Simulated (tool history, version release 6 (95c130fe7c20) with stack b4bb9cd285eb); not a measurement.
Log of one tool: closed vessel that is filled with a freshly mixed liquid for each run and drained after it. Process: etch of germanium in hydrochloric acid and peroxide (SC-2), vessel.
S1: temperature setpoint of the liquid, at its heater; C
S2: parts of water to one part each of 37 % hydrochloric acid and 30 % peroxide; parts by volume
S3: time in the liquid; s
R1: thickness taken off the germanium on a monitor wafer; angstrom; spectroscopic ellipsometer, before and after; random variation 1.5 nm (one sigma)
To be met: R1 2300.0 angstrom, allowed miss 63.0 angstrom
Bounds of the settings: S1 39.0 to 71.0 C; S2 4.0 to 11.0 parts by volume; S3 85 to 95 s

Run 1, hour 0.0: S1 55.0 C, S2 6.0 parts by volume, S3 85 s. Result: R1 1905.1 angstrom.
Run 2, hour 2.0: S1 51.5 C, S2 6.0 parts by volume, S3 85 s. Result: R1 1723.2 angstrom.
Run 3, hour 6.2: S1 51.5 C, S2 6.0 parts by volume, S3 85 s. Result: R1 1694.6 angstrom.
Run 4, hour 9.8: S1 51.5 C, S2 6.0 parts by volume, S3 95 s. Result: R1 1924.9 angstrom.
Run 5, hour 16.2: S1 51.5 C, S2 6.0 parts by volume, S3 85 s. Result: R1 1717.5 angstrom.
At hour 23.9: thermometer replaced.
Run 6, hour 23.9: S1 53.0 C, S2 6.0 parts by volume, S3 85 s. Result: R1 1740.6 angstrom.
Run 7, hour 30.8: S1 54.5 C, S2 6.0 parts by volume, S3 85 s. Result: R1 1812.3 angstrom.
Run 8, hour 33.0: S1 56.0 C, S2 6.0 parts by volume, S3 85 s. Result: R1 1888.4 angstrom.
Run 9, hour 41.7: S1 57.0 C, S2 6.0 parts by volume, S3 85 s. Result: R1 1951.9 angstrom.
Run 10, hour 49.0: S1 58.0 C, S2 6.0 parts by volume, S3 85 s. Result: R1 1999.4 angstrom.
Run 11, hour 55.5: S1 59.0 C, S2 6.0 parts by volume, S3 85 s. Result: R1 2048.6 angstrom.
Run 12, hour 63.9: S1 59.5 C, S2 6.0 parts by volume, S3 85 s. Result: R1 2094.8 angstrom.
Run 13, hour 70.7: S1 60.0 C, S2 6.0 parts by volume, S3 85 s. Result: R1 2114.3 angstrom.
Run 14, hour 77.0: S1 60.5 C, S2 6.0 parts by volume, S3 85 s. Result: R1 2157.6 angstrom.
Run 15, hour 83.7: S1 61.0 C, S2 6.0 parts by volume, S3 85 s. Result: R1 2197.6 angstrom.

Which of these 4 next moves meets every target?
Run A, hour 90.4: S1 60.5 C, S2 6.5 parts by volume, S3 85 s. Result: R1 ?.
Run B, hour 90.4: S1 62.5 C, S2 6.5 parts by volume, S3 85 s. Result: R1 ?.
Run C, hour 90.4: S1 58.0 C, S2 8.0 parts by volume, S3 90 s. Result: R1 ?.
Run D, hour 90.4: S1 55.5 C, S2 4.5 parts by volume, S3 95 s. Result: R1 ?.

move      R1
   A  2161.8
   B  2293.7
   C  2094.3
   D  2103.6
A: further off than the last run
B: meets every target
C: further off than the last run
D: further off than the last run
The right move is B.
